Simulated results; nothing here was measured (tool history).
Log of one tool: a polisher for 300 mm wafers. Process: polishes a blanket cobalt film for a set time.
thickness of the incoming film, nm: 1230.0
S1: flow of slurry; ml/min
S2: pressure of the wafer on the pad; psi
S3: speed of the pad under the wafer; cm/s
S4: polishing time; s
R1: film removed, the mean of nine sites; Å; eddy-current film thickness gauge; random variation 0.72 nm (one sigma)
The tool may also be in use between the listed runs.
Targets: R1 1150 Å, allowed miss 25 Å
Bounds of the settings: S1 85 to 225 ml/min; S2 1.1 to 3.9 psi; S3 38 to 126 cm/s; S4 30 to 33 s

Run 1, hour 0: S1 145 ml/min, S2 2.5 psi, S3 82 cm/s, S4 33 s. Result: R1 2017.7 Å.
Run 2, hour 5.4: S1 145 ml/min, S2 2.8 psi, S3 82 cm/s, S4 33 s. Result: R1 2240.9 Å.
Run 3, hour 10: S1 170 ml/min, S2 2.8 psi, S3 82 cm/s, S4 33 s. Result: R1 2329.1 Å.
Run 4, hour 17.2: S1 170 ml/min, S2 2.3 psi, S3 82 cm/s, S4 33 s. Result: R1 1931.5 Å.
Run 5, hour 19.5: S1 145 ml/min, S2 2.3 psi, S3 82 cm/s, S4 33 s. Result: R1 1866.1 Å.
Run 6, hour 20.5: S1 115 ml/min, S2 2.3 psi, S3 82 cm/s, S4 33 s. Result: R1 1779.7 Å.
Run 7, hour 28.5: S1 115 ml/min, S2 2.2 psi, S3 82 cm/s, S4 33 s. Result: R1 1695.2 Å.
Run 8, hour 32.2: S1 115 ml/min, S2 2.2 psi, S3 82 cm/s, S4 33 s. Result: R1 1703.4 Å.
Run 9, hour 35.6: S1 110 ml/min, S2 2.1 psi, S3 82 cm/s, S4 33 s. Result: R1 1620.1 Å.
Run 10, hour 43.3: S1 110 ml/min, S2 2 psi, S3 82 cm/s, S4 33 s. Result: R1 1536.7 Å.
Run 11, hour 47.3: S1 110 ml/min, S2 1.9 psi, S3 82 cm/s, S4 33 s. Result: R1 1462.9 Å.
Run 12, hour 50.3: S1 110 ml/min, S2 1.9 psi, S3 82 cm/s, S4 33 s. Result: R1 1460.9 Å.

Which of these 4 next moves meets every target?
Run A, hour 53.3: S1 95 ml/min, S2 2 psi, S3 66 cm/s, S4 33 s. Result: R1 ?.
Run B, hour 53.3: S1 95 ml/min, S2 2.6 psi, S3 86 cm/s, S4 31 s. Result: R1 ?.
Run C, hour 53.3: S1 85 ml/min, S2 2 psi, S3 78 cm/s, S4 30 s. Result: R1 ?.
Run D, hour 53.3: S1 110 ml/min, S2 1.8 psi, S3 74 cm/s, S4 30 s. Result: R1 ?.

move      R1
   A  1198.2
   B    1874
   C  1232.9
   D    1147
A: nearer than the last run, and not there yet
B: further off than the last run
C: nearer than the last run, and not there yet
D: meets every target
The right move is D.

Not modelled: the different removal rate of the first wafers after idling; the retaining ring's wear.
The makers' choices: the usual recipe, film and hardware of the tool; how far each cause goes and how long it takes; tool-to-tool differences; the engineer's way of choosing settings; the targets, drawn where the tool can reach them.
